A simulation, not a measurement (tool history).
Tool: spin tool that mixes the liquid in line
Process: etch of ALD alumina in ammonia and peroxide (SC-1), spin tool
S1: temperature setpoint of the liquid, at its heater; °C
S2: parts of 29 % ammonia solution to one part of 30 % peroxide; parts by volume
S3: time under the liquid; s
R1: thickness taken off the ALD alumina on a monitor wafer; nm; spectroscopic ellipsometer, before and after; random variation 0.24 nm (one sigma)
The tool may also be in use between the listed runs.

run,hour,S1,S2,S3,R1
1,0,51,0.7,290,16.117
2,2.6,46,0.7,290,11.948
3,9,40,0.7,290,8.6143
4,11.8,45,0.7,290,11.415
5,17.2,45,0.95,290,11.845
6,25.5,48.5,0.95,290,14.192
7,32.6,51.5,0.95,290,16.975
8,37.8,59.5,1,290,25.933

Run 9 comes next. What will it give?
9,42.2,64,1,290,?

Run 9 gave R1 32.493 nm.

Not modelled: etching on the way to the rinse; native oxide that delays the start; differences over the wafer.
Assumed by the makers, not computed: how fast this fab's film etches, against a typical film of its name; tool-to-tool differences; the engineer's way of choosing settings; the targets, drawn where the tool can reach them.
